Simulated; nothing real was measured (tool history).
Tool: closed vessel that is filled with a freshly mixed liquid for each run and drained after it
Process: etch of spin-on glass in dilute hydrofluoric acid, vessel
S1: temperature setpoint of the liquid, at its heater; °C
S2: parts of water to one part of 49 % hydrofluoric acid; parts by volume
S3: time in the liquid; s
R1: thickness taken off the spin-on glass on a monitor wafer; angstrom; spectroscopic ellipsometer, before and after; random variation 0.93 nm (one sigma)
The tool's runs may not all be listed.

run  hour    S1  S2   S3       R1
  1   0.0  22.0  70  125   893.68
  2   6.5  24.0  65  125  1067.40
  3  10.1  25.5  60  125  1218.00
  4  11.4  22.0  60  125  1062.50
  5  17.9  22.0  60  130  1100.00
  6  20.1  22.0  60  130  1105.30
  7  22.4  24.0  60  130  1206.40
  8  25.0  25.5  60  130  1282.80
  9  30.4  26.5  60  130  1325.90
 10  38.7  27.5  60  130  1377.60
 11  42.5  28.0  60  130  1401.60

Run 12 comes next. What will it give?
 12  43.1  28.5  60  130   ?

{"run 12": {"R1": 1431.3}}
